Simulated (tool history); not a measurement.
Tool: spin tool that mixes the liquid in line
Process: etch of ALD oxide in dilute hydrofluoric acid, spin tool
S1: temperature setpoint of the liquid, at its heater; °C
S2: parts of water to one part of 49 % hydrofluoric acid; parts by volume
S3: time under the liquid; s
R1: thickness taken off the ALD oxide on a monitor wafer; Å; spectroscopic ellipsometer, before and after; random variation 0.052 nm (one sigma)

Run 1, hour 0.0: S1 23.0 °C, S2 155 parts by volume, S3 130 s. Result: R1 81.877 Å.
Run 2, hour 3.3: S1 26.5 °C, S2 155 parts by volume, S3 130 s. Result: R1 95.893 Å.
Run 3, hour 7.9: S1 25.0 °C, S2 155 parts by volume, S3 130 s. Result: R1 90.773 Å.
Run 4, hour 10.8: S1 24.0 °C, S2 155 parts by volume, S3 130 s. Result: R1 86.073 Å.
Run 5, hour 16.8: S1 23.0 °C, S2 155 parts by volume, S3 130 s. Result: R1 83.660 Å.
Run 6, hour 22.7: S1 23.0 °C, S2 155 parts by volume, S3 130 s. Result: R1 83.064 Å.

Run 7 comes next. What will it give?
Run 7, hour 25.6: S1 22.5 °C, S2 155 parts by volume, S3 130 s. Result: R1 ?.

Run 7 gave R1 81.466 Å.
